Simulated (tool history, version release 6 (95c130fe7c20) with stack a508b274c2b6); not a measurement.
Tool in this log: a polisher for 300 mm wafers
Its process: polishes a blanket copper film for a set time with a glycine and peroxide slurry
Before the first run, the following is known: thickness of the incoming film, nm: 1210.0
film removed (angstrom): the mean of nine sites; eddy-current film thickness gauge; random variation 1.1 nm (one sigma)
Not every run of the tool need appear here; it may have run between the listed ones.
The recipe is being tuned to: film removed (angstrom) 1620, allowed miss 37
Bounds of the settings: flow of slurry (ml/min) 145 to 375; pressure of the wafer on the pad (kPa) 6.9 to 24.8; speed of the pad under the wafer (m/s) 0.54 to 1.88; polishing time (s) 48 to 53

| run | hour | flow of slurry (ml/min) | pressure of the wafer on the pad (kPa) | speed of the pad under the wafer (m/s) | polishing time (s) | film removed (angstrom) |
|---|---|---|---|---|---|---|
| 1 | 0 | 240 | 15.9 | 1.2 | 53 | 2689 |
| 2 | 8.7 | 235 | 14.5 | 1.2 | 53 | 2514.2 |
| 3 | 13.8 | 235 | 14.5 | 1.2 | 48 | 2281.8 |
| 4 | 20.5 | 235 | 14.5 | 1.38 | 48 | 2494.8 |
| 5 | 21.8 | 235 | 14.5 | 1.6 | 48 | 2772 |
| 6 | 23.4 | 230 | 13.1 | 1.56 | 48 | 2522.8 |
| 7 | 29 | 225 | 11.7 | 1.52 | 48 | 2267.9 |
| 8 | 35.2 | 220 | 11 | 1.5 | 48 | 2158.7 |
| 9 | 36.4 | 215 | 10.3 | 1.48 | 48 | 2050.8 |
| 10 | 41.2 | 210 | 9.7 | 1.48 | 48 | 1947 |
| 11 | 49.4 | 205 | 9 | 1.48 | 48 | 1850.3 |
| 12 | 54.7 | 200 | 9 | 1.48 | 48 | 1849.4 |
| 13 | 63.1 | 195 | 9 | 1.48 | 48 | 1847.9 |
| 14 | 66.4 | 190 | 9 | 1.48 | 48 | 1861.1 |
| 15 | 74 | 185 | 6.9 | 1.42 | 48 | 1537 |

Which one of the following 5 next-run settings gets every result inside its allowed miss? There is exactly one.
| A | 81.6 | 240 | 6.9 | 1.44 | 49 | ? |
| B | 81.6 | 145 | 7.6 | 1.4 | 52 | ? |
| C | 81.6 | 220 | 6.9 | 1.08 | 53 | ? |
| D | 81.6 | 210 | 8.3 | 0.98 | 52 | ? |
| E | 81.6 | 185 | 8.3 | 1.42 | 48 | ? |

| move | film removed (angstrom) |
|---|---|
| A | 1637 |
| B | 1716 |
| C | 1513.4 |
| D | 1557.6 |
| E | 1725.3 |
A: every result lands within tolerance
B: carries the result that was furthest off beyond its target, to the other side
C: lands further from the targets than the last run did
D: gains on the last run, yet a result remains outside its allowed miss
E: carries the result that was furthest off beyond its target, to the other side
Move A is the one to make.
